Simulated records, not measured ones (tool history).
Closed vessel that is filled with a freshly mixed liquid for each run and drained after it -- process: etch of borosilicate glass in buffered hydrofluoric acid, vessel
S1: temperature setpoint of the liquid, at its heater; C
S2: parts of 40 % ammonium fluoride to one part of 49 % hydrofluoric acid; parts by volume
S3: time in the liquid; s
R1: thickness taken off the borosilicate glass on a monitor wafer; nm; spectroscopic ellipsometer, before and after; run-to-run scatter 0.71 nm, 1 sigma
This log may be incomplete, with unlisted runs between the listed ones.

run,hour,S1,S2,S3,R1
1,0,21,7,105,153.49
2,8.2,24.5,7,105,185.52
3,10.3,26,7,105,201.16
4,18,29,7,105,235.83
5,26,29,7,115,258.47
6,27.9,29,6,115,296.93
7,33.7,26.5,6,115,258.96

Run 8 is up next; what results do you expect?
8,37.8,25,6,115,?

Run 8 came out at R1 240.72 nm.

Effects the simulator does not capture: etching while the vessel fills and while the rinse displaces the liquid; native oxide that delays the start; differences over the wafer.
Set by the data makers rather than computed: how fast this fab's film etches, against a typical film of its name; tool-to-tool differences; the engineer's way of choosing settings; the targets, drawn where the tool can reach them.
